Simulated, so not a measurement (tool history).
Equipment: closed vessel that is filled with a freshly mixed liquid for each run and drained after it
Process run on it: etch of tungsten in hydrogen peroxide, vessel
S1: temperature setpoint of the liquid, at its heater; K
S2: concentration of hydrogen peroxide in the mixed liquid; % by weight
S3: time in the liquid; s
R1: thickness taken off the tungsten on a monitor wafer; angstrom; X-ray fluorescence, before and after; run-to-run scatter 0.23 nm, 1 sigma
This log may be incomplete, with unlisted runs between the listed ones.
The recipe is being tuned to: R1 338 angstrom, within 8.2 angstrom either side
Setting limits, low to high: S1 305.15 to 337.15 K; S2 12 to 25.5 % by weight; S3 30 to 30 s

run,day,S1,S2,S3,R1
1,0,321.15,17.5,30,589.73
2,0.183,321.15,15.5,30,549.91
3,0.238,326.15,15.5,30,747.41
4,0.475,322.65,15.5,30,610
5,0.683,322.65,14,30,577.38
6,0.979,320.15,14,30,490.94
7,1.242,318.65,14,30,447.8
8,1.525,317.65,14,30,418.26
9,1.7,316.65,14,30,395.16
10,1.812,316.65,14,30,391.57
# day 1.988: thermometer replaced
11,1.988,316.15,14,30,444.02
12,2.254,314.15,14,30,390.28

4 next moves are on the table. One of them brings every result within its allowed miss. Which?
A,2.521,312.15,12.5,30,?
B,2.521,311.65,13.5,30,?
C,2.521,311.15,14,30,?
D,2.521,312.65,13,30,?

move,R1
A,322.01
B,323.84
C,319.11
D,339.3
A: takes the biggest miss from the last run beyond its target
B: takes the biggest miss from the last run beyond its target
C: takes the biggest miss from the last run beyond its target
D: meets every target
D is the move that brings every result within its allowed miss.

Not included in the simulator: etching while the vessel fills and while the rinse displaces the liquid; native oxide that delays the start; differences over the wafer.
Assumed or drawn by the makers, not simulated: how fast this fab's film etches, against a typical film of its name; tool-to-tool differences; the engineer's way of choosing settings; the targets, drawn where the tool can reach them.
